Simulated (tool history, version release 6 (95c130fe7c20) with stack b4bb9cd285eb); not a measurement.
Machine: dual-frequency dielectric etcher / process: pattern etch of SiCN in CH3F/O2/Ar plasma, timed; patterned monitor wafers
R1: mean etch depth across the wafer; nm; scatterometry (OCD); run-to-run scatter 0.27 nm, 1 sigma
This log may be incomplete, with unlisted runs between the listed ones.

Run 1, hour 0.0: source power (W) 420, bias power (W) 66, etch time (s) 131.0. Result: R1 46.976 nm.
Run 2, hour 8.1: source power (W) 420, bias power (W) 66, etch time (s) 136.5. Result: R1 49.400 nm.
Run 3, hour 12.9: source power (W) 450, bias power (W) 68, etch time (s) 136.5. Result: R1 51.236 nm.
Run 4, hour 17.1: source power (W) 450, bias power (W) 68, etch time (s) 136.5. Result: R1 51.513 nm.
Run 5, hour 24.5: source power (W) 510, bias power (W) 68, etch time (s) 136.5. Result: R1 53.206 nm.
Run 6, hour 25.8: source power (W) 440, bias power (W) 68, etch time (s) 136.5. Result: R1 51.339 nm.
Run 7, hour 30.3: source power (W) 460, bias power (W) 70, etch time (s) 136.5. Result: R1 52.323 nm.
Run 8, hour 36.6: source power (W) 480, bias power (W) 71, etch time (s) 136.5. Result: R1 53.913 nm.

Run 9 has not been measured yet. What should we expect?
Run 9, hour 37.4: source power (W) 490, bias power (W) 72, etch time (s) 136.5. Result: R1 ?.

R1: 54.690 nm
